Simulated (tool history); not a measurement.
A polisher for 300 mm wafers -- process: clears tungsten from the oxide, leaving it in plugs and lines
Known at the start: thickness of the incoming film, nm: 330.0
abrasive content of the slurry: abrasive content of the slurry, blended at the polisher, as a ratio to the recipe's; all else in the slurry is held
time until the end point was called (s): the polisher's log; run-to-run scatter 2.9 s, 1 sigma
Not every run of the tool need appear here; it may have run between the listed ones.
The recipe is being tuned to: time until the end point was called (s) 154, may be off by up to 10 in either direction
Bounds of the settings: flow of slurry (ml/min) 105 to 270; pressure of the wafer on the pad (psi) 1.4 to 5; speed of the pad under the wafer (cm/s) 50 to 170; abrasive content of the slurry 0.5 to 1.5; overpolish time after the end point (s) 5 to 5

run,hour,flow of slurry (ml/min),pressure of the wafer on the pad (psi),speed of the pad under the wafer (cm/s),abrasive content of the slurry,overpolish time after the end point (s),time until the end point was called (s)
1,0,175,3.2,110,1,5,83.03
2,3.7,175,3.2,84,1,5,105.61
3,12.4,175,3.2,104,1,5,88.405
4,21.1,175,3.2,104,0.85,5,92.668
5,23.6,175,3.2,104,0.85,5,93.149
6,27.8,175,3.2,104,0.65,5,99.643
7,34.2,175,3.1,104,0.65,5,104.73
8,42.3,175,3,104,0.65,5,105.02
9,48.1,175,3,104,0.65,5,101.87
10,49,175,2.9,102,0.65,5,107.98
11,54,175,2.8,100,0.65,5,113.31
12,55,175,2.7,100,0.65,5,118.83
13,60.6,175,2.6,100,0.65,5,123.94
14,63.9,175,2.5,100,0.65,5,126.53
15,68.5,175,2.4,100,0.65,5,131.44

Which of these 5 next moves meets every target?
A,73.1,190,2.3,126,0.6,5,?
B,73.1,185,2.5,108,0.6,5,?
C,73.1,200,1.8,150,0.5,5,?
D,73.1,160,2.3,82,0.75,5,?
E,73.1,210,2.3,110,0.6,5,?

move,time until the end point was called (s)
A,111.13
B,121.88
C,116.55
D,162.69
E,125.03
A: misses by more than the last run did
B: misses by more than the last run did
C: misses by more than the last run did
D: all results land within tolerance of their targets
E: misses by more than the last run did
Correct choice: D, which meets every target
